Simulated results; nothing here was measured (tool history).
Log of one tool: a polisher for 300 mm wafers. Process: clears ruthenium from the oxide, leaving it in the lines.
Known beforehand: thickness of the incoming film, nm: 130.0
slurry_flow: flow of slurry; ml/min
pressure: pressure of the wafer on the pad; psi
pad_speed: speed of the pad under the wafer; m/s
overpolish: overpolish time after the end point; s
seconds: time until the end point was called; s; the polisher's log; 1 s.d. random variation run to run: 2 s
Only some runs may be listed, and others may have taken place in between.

{"run": 1, "hour": 0.0, "slurry_flow": 300, "pressure": 2, "pad_speed": 1.16, "overpolish": 31, "seconds": 118.73}
{"run": 2, "hour": 7.2, "slurry_flow": 300, "pressure": 2.3, "pad_speed": 1.16, "overpolish": 31, "seconds": 106.16}
{"run": 3, "hour": 13.6, "slurry_flow": 300, "pressure": 2.2, "pad_speed": 1.16, "overpolish": 31, "seconds": 111.89}
{"run": 4, "hour": 16.3, "slurry_flow": 300, "pressure": 2.1, "pad_speed": 1.16, "overpolish": 31, "seconds": 114.49}
{"run": 5, "hour": 17.3, "slurry_flow": 335, "pressure": 2.1, "pad_speed": 1.16, "overpolish": 31, "seconds": 110.38}
{"run": 6, "hour": 18.7, "slurry_flow": 325, "pressure": 2, "pad_speed": 1.16, "overpolish": 31, "seconds": 117.82}
{"run": 7, "hour": 21.7, "slurry_flow": 320, "pressure": 1.9, "pad_speed": 1.16, "overpolish": 31, "seconds": 125.36}
{"run": 8, "hour": 24.6, "slurry_flow": 315, "pressure": 1.8, "pad_speed": 1.16, "overpolish": 31, "seconds": 128.7}

Predict the results of run 9:
{"run": 9, "hour": 26.1, "slurry_flow": 310, "pressure": 1.7, "pad_speed": 1.16, "overpolish": 31, "seconds": "?"}

seconds: 138.64 s
